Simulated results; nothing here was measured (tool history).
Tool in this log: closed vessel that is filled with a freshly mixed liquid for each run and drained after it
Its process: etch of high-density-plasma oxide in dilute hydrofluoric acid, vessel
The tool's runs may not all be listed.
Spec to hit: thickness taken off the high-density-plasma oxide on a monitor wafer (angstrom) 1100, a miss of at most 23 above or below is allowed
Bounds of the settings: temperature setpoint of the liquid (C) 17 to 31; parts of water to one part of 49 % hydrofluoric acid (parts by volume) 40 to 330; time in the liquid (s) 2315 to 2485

run	day	temperature setpoint of the liquid (C)	parts of water to one part of 49 % hydrofluoric acid (parts by volume)	time in the liquid (s)	thickness taken off the high-density-plasma oxide on a monitor wafer (angstrom)
1	0	23	185	2315	577.65
2	0.096	21.5	185	2315	548.03
3	0.275	21.5	185	2315	541.98
4	0.529	23.5	170	2315	649.7
5	0.583	23.5	205	2315	518.77
6	0.883	23.5	260	2315	386.23
7	1.225	25	225	2315	489.72
8	1.346	26.5	200	2315	602.28
9	1.538	27.5	180	2315	700.55
10	1.712	28.5	165	2315	809.85
11	2.108	29	155	2315	882.75
12	2.171	29.5	150	2315	946.5
13	2.429	30	145	2315	1008.1

Pick the move, out of 4, that brings all results within their allowed miss; only one does.
A	2.688	29	145	2450	?
B	2.688	30.5	145	2485	?
C	2.688	31	140	2485	?
D	2.688	30	145	2460	?

move	thickness taken off the high-density-plasma oxide on a monitor wafer (angstrom)
A	1014.9
B	1086.9
C	1153.8
D	1056.7
A: better than the last run, though not everything is in spec
B: hits every target within its allowed miss
C: the result that was furthest off in the last run now lies on the other side of its target
D: better than the last run, though not everything is in spec
Move B is the one to make.
